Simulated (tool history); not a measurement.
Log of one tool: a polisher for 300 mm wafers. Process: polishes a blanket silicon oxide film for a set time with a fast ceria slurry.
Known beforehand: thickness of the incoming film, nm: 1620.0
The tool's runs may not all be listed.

run,hour,flow of slurry (ml/min),pressure of the wafer on the pad (psi),speed of the pad under the wafer (m/s),polishing time (s),film removed (angstrom)
1,0.0,145,2.3,1.04,24,2703.3
2,3.5,150,2.5,1.04,24,2924.6
3,10.3,150,2.5,1.24,24,3408.0
4,18.0,150,2.6,1.24,24,3544.5
5,23.5,150,2.6,1.24,22,3340.7
6,26.2,150,2.7,1.24,22,3367.9
7,28.2,155,2.8,1.24,22,3489.9
8,29.7,155,2.9,1.24,22,3582.3

What does the tool deliver on the next run?
9,33.1,155,3.0,1.24,22,?

Run 9 gave film removed (angstrom) 3793.9.
